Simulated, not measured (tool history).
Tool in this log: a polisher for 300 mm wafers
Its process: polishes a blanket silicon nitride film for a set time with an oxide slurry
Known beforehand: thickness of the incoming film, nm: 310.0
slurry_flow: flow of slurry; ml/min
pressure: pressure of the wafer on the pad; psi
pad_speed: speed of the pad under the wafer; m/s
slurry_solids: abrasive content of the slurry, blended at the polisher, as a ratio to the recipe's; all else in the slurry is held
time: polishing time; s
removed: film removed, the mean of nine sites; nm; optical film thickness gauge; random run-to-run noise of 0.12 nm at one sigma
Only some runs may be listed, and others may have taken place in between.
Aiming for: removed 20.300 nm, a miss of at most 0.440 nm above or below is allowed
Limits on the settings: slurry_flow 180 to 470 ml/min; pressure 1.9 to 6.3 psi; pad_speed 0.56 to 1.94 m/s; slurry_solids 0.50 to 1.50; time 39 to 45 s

run,day,slurry_flow,pressure,pad_speed,slurry_solids,time,removed
1,0.000,300,4.1,1.24,1.00,45,44.846
2,0.117,295,3.6,1.16,1.00,45,38.073
3,0.142,295,3.6,1.16,1.00,39,33.406
4,0.404,365,3.6,1.16,1.00,39,34.015
5,0.579,365,3.6,1.16,1.00,45,38.975
6,0.671,345,3.2,1.08,1.00,45,33.801
7,0.738,345,3.2,1.08,1.00,45,33.665
8,0.896,340,2.9,1.00,1.00,45,29.385
9,1.183,330,2.7,0.96,1.00,45,27.131
10,1.429,320,2.5,0.94,1.00,45,25.155
11,1.475,265,1.9,0.86,1.00,45,19.252
12,1.504,275,1.9,0.86,1.00,45,19.570
13,1.821,280,1.9,0.86,1.00,45,19.668
14,1.871,285,1.9,0.86,1.00,45,19.639
15,1.942,290,1.9,0.86,1.00,45,19.637
16,2.275,295,1.9,0.86,1.00,45,19.631
17,2.525,300,1.9,0.86,1.00,45,19.831
18,2.575,305,1.9,0.86,1.00,45,19.951
19,2.767,310,1.9,0.86,1.00,45,19.632
20,2.858,315,1.9,0.86,1.00,45,19.909
21,3.012,320,1.9,0.86,1.00,45,19.957
22,3.375,325,1.9,0.86,1.00,45,19.863

Pick the move, out of 5, that brings all results within their allowed miss; only one does.
A,3.738,315,1.9,0.92,1.10,39,?
B,3.738,275,2.6,0.78,0.65,45,?
C,3.738,245,3.0,0.68,1.05,40,?
D,3.738,280,2.3,0.84,1.00,39,?
E,3.738,265,1.9,1.04,0.95,41,?

move,removed
A,18.738
B,19.613
C,19.539
D,18.869
E,20.448
A: moves away from the targets compared with the last run
B: moves away from the targets compared with the last run
C: moves away from the targets compared with the last run
D: moves away from the targets compared with the last run
E: meets every target
Answer: E

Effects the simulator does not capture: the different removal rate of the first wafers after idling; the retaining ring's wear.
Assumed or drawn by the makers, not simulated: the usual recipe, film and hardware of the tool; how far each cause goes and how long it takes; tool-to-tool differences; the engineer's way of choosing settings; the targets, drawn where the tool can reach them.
